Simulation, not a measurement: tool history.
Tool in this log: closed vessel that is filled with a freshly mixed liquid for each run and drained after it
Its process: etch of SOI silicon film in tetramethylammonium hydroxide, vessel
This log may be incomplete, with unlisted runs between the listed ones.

run,hour,temperature setpoint of the liquid (°C),concentration of hydroxide in the mixed liquid (% by weight),time in the liquid (s),thickness taken off the SOI silicon film on a monitor wafer (angstrom)
1,0.0,75.0,12.5,30,2220.7
2,7.1,75.0,12.5,30,2227.9
3,10.2,75.0,11.5,30,2314.2
4,17.9,75.0,9.5,30,2497.8
5,20.1,74.0,9.5,30,2328.6
6,28.4,74.0,9.5,30,2354.3
7,29.7,74.0,9.5,30,2373.5
8,30.6,73.0,9.5,30,2240.2
9,35.6,72.0,9.5,30,2122.1

Forecast run 10:
10,44.9,65.5,9.5,30,?

thickness taken off the SOI silicon film on a monitor wafer (angstrom): 1431.7
